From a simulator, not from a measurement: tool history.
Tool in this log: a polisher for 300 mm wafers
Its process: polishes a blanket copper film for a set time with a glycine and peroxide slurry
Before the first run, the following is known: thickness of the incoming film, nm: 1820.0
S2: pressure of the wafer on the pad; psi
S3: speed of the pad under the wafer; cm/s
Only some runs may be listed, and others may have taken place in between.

{"run": 1, "hour": 0.0, "flow of slurry (ml/min)": 175, "S2": 2, "S3": 122, "polishing time (s)": 20, "film removed (Å)": 1082.9}
{"run": 2, "hour": 1.3, "flow of slurry (ml/min)": 175, "S2": 2.5, "S3": 122, "polishing time (s)": 20, "film removed (Å)": 1309.3}
{"run": 3, "hour": 8.8, "flow of slurry (ml/min)": 175, "S2": 2.5, "S3": 122, "polishing time (s)": 17, "film removed (Å)": 1116.1}
{"run": 4, "hour": 17.0, "flow of slurry (ml/min)": 175, "S2": 2.5, "S3": 138, "polishing time (s)": 17, "film removed (Å)": 1194.3}
{"run": 5, "hour": 18.1, "flow of slurry (ml/min)": 205, "S2": 2.5, "S3": 138, "polishing time (s)": 17, "film removed (Å)": 1212.1}
{"run": 6, "hour": 26.0, "flow of slurry (ml/min)": 245, "S2": 2.5, "S3": 138, "polishing time (s)": 17, "film removed (Å)": 1241.7}
{"hour": 27.0, "done": "head pressure recalibrated"}
{"run": 7, "hour": 27.0, "flow of slurry (ml/min)": 245, "S2": 2.4, "S3": 138, "polishing time (s)": 17, "film removed (Å)": 1313.8}
{"run": 8, "hour": 34.9, "flow of slurry (ml/min)": 245, "S2": 2.4, "S3": 138, "polishing time (s)": 17, "film removed (Å)": 1314.4}
{"run": 9, "hour": 37.6, "flow of slurry (ml/min)": 230, "S2": 2.3, "S3": 138, "polishing time (s)": 17, "film removed (Å)": 1247.6}
{"run": 10, "hour": 45.9, "flow of slurry (ml/min)": 220, "S2": 2.2, "S3": 138, "polishing time (s)": 17, "film removed (Å)": 1226.6}
{"run": 11, "hour": 50.4, "flow of slurry (ml/min)": 210, "S2": 2, "S3": 136, "polishing time (s)": 17, "film removed (Å)": 1098.2}
{"run": 12, "hour": 53.8, "flow of slurry (ml/min)": 200, "S2": 1.9, "S3": 136, "polishing time (s)": 17, "film removed (Å)": 1053.1}
{"run": 13, "hour": 57.4, "flow of slurry (ml/min)": 190, "S2": 1.9, "S3": 136, "polishing time (s)": 17, "film removed (Å)": 1024}
{"run": 14, "hour": 59.5, "flow of slurry (ml/min)": 185, "S2": 1.9, "S3": 136, "polishing time (s)": 17, "film removed (Å)": 1037.6}

Predict the results of run 15:
{"run": 15, "hour": 62.3, "flow of slurry (ml/min)": 180, "S2": 1.9, "S3": 136, "polishing time (s)": 17, "film removed (Å)": "?"}

{"run 15": {"film removed (Å)": 1026.4}}
